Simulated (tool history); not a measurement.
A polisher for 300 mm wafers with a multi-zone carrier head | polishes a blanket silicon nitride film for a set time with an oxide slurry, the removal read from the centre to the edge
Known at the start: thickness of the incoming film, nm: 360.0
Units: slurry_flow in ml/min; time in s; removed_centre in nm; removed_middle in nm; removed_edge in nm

| run | day | slurry_flow | centre_zone | middle_zone | edge_zone | slurry_solids | time | removed_centre | removed_middle | removed_edge |
|---|---|---|---|---|---|---|---|---|---|---|
| 1 | 0.000 | 280 | 1.00 | 1.00 | 1.00 | 1.00 | 45 | 31.208 | 32.392 | 31.726 |
| 2 | 0.167 | 270 | 0.97 | 0.96 | 0.95 | 0.90 | 45 | 28.930 | 29.376 | 29.547 |
| 3 | 0.233 | 270 | 0.97 | 0.93 | 0.95 | 0.90 | 45 | 29.165 | 28.610 | 29.609 |
| 4 | 0.483 | 270 | 0.90 | 0.93 | 0.95 | 0.90 | 45 | 26.537 | 28.225 | 29.623 |
| 5 | 0.583 | 260 | 0.89 | 0.92 | 0.91 | 0.85 | 45 | 25.463 | 27.046 | 28.248 |
| 6 | 0.604 | 260 | 0.89 | 0.92 | 0.85 | 0.85 | 45 | 25.133 | 27.837 | 27.401 |

Run 7 comes next. What will it give?
| 7 | 0.917 | 220 | 0.92 | 0.82 | 0.81 | 0.80 | 45 | ? | ? | ? |

Run 7 gave removed_centre 24.862 nm, removed_middle 23.470 nm, removed_edge 25.480 nm.

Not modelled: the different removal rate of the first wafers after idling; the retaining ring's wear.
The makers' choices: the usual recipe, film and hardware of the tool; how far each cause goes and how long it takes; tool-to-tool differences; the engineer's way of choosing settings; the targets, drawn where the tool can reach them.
